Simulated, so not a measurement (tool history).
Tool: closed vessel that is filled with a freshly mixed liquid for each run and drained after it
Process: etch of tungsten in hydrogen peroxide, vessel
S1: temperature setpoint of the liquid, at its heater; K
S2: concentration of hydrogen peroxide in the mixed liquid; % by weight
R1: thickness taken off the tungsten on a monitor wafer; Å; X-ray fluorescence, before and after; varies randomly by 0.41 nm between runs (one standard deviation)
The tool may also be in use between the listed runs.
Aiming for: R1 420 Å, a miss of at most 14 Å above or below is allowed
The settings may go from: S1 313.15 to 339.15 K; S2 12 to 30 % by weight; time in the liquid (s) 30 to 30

run 1 day=0 | S1=329.15 S2=21 time_in_the_liquid_(s)=30 | R1=881.5
run 2 day=0.142 | S1=327.65 S2=21 time_in_the_liquid_(s)=30 | R1=795.23
run 3 day=0.258 | S1=327.65 S2=17.5 time_in_the_liquid_(s)=30 | R1=719.95
run 4 day=0.479 | S1=326.65 S2=17.5 time_in_the_liquid_(s)=30 | R1=674.91
run 5 day=0.538 | S1=326.65 S2=17.5 time_in_the_liquid_(s)=30 | R1=681.05
run 6 day=0.729 | S1=326.65 S2=17.5 time_in_the_liquid_(s)=30 | R1=675.2
run 7 day=0.8 | S1=325.65 S2=17.5 time_in_the_liquid_(s)=30 | R1=630.52
run 8 day=1.071 | S1=324.65 S2=17.5 time_in_the_liquid_(s)=30 | R1=602.53
run 9 day=1.267 | S1=324.15 S2=17.5 time_in_the_liquid_(s)=30 | R1=582.42
run 10 day=1.375 | S1=323.65 S2=17.5 time_in_the_liquid_(s)=30 | R1=559.41

Next run, 5 choices. One meets every target within its allowed miss, the rest don't. Which?
run A day=1.483 | S1=329.65 S2=16.5 time_in_the_liquid_(s)=30 | R1=?
run B day=1.483 | S1=331.15 S2=15.5 time_in_the_liquid_(s)=30 | R1=?
run C day=1.483 | S1=319.15 S2=16.5 time_in_the_liquid_(s)=30 | R1=?
run D day=1.483 | S1=319.65 S2=18.5 time_in_the_liquid_(s)=30 | R1=?
run E day=1.483 | S1=321.15 S2=16.5 time_in_the_liquid_(s)=30 | R1=?

move=A R1=777.15
move=B R1=822.27
move=C R1=411.02
move=D R1=449.05
move=E R1=465.53
A: the biggest miss grows against the last run
B: the biggest miss grows against the last run
C: all results in spec
D: nearer than the last run, and not there yet
E: nearer than the last run, and not there yet
Correct choice: C, which meets every target
